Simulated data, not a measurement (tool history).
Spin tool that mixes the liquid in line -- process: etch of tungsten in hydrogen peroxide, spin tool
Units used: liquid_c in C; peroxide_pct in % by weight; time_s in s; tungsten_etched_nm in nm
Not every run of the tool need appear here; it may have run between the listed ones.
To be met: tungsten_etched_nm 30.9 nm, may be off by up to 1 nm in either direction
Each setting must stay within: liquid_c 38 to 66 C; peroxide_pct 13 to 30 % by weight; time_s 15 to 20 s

run 1 hour=0 | liquid_c=54 peroxide_pct=26 time_s=20 | tungsten_etched_nm=25.182
run 2 hour=6.1 | liquid_c=54.5 peroxide_pct=26 time_s=20 | tungsten_etched_nm=25.915
run 3 hour=6.9 | liquid_c=55 peroxide_pct=26 time_s=20 | tungsten_etched_nm=26.681
run 4 hour=13.8 | liquid_c=55.5 peroxide_pct=26 time_s=20 | tungsten_etched_nm=28.277
run 5 hour=15.4 | liquid_c=49.5 peroxide_pct=26 time_s=20 | tungsten_etched_nm=19.291
run 6 hour=19.5 | liquid_c=50.5 peroxide_pct=26 time_s=20 | tungsten_etched_nm=20.581
run 7 hour=22.5 | liquid_c=51.5 peroxide_pct=26 time_s=20 | tungsten_etched_nm=22.311
run 8 hour=23.8 | liquid_c=52 peroxide_pct=26 time_s=20 | tungsten_etched_nm=22.571
run 9 hour=24.8 | liquid_c=58.5 peroxide_pct=26.5 time_s=20 | tungsten_etched_nm=33.062
run 10 hour=27 | liquid_c=58 peroxide_pct=26.5 time_s=20 | tungsten_etched_nm=31.959

Pick the move, out of 4, that brings all results within their allowed miss; only one does.
run A hour=29.2 | liquid_c=55.5 peroxide_pct=29 time_s=20 | tungsten_etched_nm=?
run B hour=29.2 | liquid_c=59.5 peroxide_pct=20 time_s=20 | tungsten_etched_nm=?
run C hour=29.2 | liquid_c=55 peroxide_pct=29.5 time_s=20 | tungsten_etched_nm=?
run D hour=29.2 | liquid_c=63 peroxide_pct=28 time_s=15 | tungsten_etched_nm=?

move=A tungsten_etched_nm=28.957
move=B tungsten_etched_nm=30.374
move=C tungsten_etched_nm=28.355
move=D tungsten_etched_nm=32.914
A: moves the result that the last run missed by most past its target, out the other side
B: all results land within tolerance of their targets
C: moves the result that the last run missed by most past its target, out the other side
D: lands further from the targets than the last run did
Correct choice: B, which meets every target
